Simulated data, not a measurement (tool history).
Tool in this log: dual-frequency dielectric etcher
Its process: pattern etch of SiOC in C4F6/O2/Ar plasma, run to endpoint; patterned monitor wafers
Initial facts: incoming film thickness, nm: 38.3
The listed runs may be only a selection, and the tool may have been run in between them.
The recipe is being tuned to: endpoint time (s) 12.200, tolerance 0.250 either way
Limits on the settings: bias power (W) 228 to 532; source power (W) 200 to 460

| run | day | bias power (W) | source power (W) | endpoint time (s) |
|---|---|---|---|---|
| 1 | 0.000 | 380 | 330 | 15.469 |
| 2 | 0.096 | 380 | 360 | 14.742 |
| 3 | 0.183 | 416 | 370 | 13.656 |
| 4 | 0.554 | 447 | 370 | 13.195 |
| 5 | 0.875 | 461 | 370 | 12.992 |
| 6 | 0.958 | 473 | 370 | 12.731 |
| 7 | 1.112 | 481 | 370 | 12.687 |
| 8 | 1.346 | 489 | 370 | 12.525 |
| 9 | 1.375 | 494 | 370 | 12.552 |

Exactly one of the 5 candidate moves below puts every result within its allowed miss. Which one?
| A | 1.404 | 453 | 370 | ? |
| B | 1.404 | 505 | 350 | ? |
| C | 1.404 | 526 | 330 | ? |
| D | 1.404 | 532 | 310 | ? |
| E | 1.404 | 532 | 360 | ? |

| move | endpoint time (s) |
|---|---|
| A | 13.178 |
| B | 12.817 |
| C | 12.959 |
| D | 13.346 |
| E | 12.284 |
A: further off than the last run
B: further off than the last run
C: further off than the last run
D: further off than the last run
E: each result inside its tolerance
So the answer is move E, the one that meets all the targets.

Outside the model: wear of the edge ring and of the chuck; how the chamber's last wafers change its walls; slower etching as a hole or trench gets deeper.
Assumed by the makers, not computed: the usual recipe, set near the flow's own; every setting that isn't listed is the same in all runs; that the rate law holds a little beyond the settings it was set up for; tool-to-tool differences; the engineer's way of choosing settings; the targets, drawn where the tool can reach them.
